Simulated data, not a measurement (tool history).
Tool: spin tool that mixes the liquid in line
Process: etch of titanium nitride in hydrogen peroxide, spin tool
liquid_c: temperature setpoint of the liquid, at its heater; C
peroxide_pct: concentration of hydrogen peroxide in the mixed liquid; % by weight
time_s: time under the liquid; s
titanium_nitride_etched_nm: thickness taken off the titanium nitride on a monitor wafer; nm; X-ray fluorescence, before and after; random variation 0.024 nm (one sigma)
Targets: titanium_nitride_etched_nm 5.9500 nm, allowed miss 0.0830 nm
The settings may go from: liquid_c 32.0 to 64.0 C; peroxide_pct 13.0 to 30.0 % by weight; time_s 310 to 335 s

{"run": 1, "hour": 0.0, "liquid_c": 48.0, "peroxide_pct": 25.0, "time_s": 310, "titanium_nitride_etched_nm": 9.9927}
{"run": 2, "hour": 3.1, "liquid_c": 47.0, "peroxide_pct": 25.0, "time_s": 310, "titanium_nitride_etched_nm": 9.2541}
{"run": 3, "hour": 7.7, "liquid_c": 47.0, "peroxide_pct": 25.0, "time_s": 310, "titanium_nitride_etched_nm": 9.2013}
{"run": 4, "hour": 11.6, "liquid_c": 47.0, "peroxide_pct": 21.5, "time_s": 310, "titanium_nitride_etched_nm": 8.9404}
{"run": 5, "hour": 17.2, "liquid_c": 46.0, "peroxide_pct": 21.5, "time_s": 310, "titanium_nitride_etched_nm": 8.3372}
{"run": 6, "hour": 24.6, "liquid_c": 45.5, "peroxide_pct": 21.5, "time_s": 310, "titanium_nitride_etched_nm": 8.0265}
{"run": 7, "hour": 27.4, "liquid_c": 45.0, "peroxide_pct": 21.5, "time_s": 310, "titanium_nitride_etched_nm": 7.7004}
{"run": 8, "hour": 34.5, "liquid_c": 44.5, "peroxide_pct": 21.5, "time_s": 310, "titanium_nitride_etched_nm": 7.4594}
{"run": 9, "hour": 43.5, "liquid_c": 44.0, "peroxide_pct": 21.5, "time_s": 310, "titanium_nitride_etched_nm": 7.1759}
{"run": 10, "hour": 48.7, "liquid_c": 43.5, "peroxide_pct": 21.5, "time_s": 310, "titanium_nitride_etched_nm": 6.8431}
{"hour": 50.6, "done": "heated supply line repaired"}
{"run": 11, "hour": 50.6, "liquid_c": 43.0, "peroxide_pct": 21.5, "time_s": 310, "titanium_nitride_etched_nm": 8.0953}
{"run": 12, "hour": 58.5, "liquid_c": 41.5, "peroxide_pct": 20.5, "time_s": 310, "titanium_nitride_etched_nm": 7.1613}
{"run": 13, "hour": 60.7, "liquid_c": 40.5, "peroxide_pct": 20.5, "time_s": 310, "titanium_nitride_etched_nm": 6.6281}
{"run": 14, "hour": 65.7, "liquid_c": 38.5, "peroxide_pct": 20.5, "time_s": 310, "titanium_nitride_etched_nm": 5.7239}

Which of these 5 next moves meets every target?
{"run": "A", "hour": 70.7, "liquid_c": 38.5, "peroxide_pct": 15.5, "time_s": 310, "titanium_nitride_etched_nm": "?"}
{"run": "B", "hour": 70.7, "liquid_c": 38.0, "peroxide_pct": 20.5, "time_s": 310, "titanium_nitride_etched_nm": "?"}
{"run": "C", "hour": 70.7, "liquid_c": 39.5, "peroxide_pct": 17.5, "time_s": 310, "titanium_nitride_etched_nm": "?"}
{"run": "D", "hour": 70.7, "liquid_c": 38.0, "peroxide_pct": 21.5, "time_s": 310, "titanium_nitride_etched_nm": "?"}
{"run": "E", "hour": 70.7, "liquid_c": 39.0, "peroxide_pct": 18.5, "time_s": 310, "titanium_nitride_etched_nm": "?"}

move=A titanium_nitride_etched_nm=5.3996
move=B titanium_nitride_etched_nm=5.5118
move=C titanium_nitride_etched_nm=5.9859
move=D titanium_nitride_etched_nm=5.5685
move=E titanium_nitride_etched_nm=5.8275
A: further off than the last run
B: further off than the last run
C: meets every target
D: further off than the last run
E: nearer than the last run, and not there yet
Move C is the one to make.
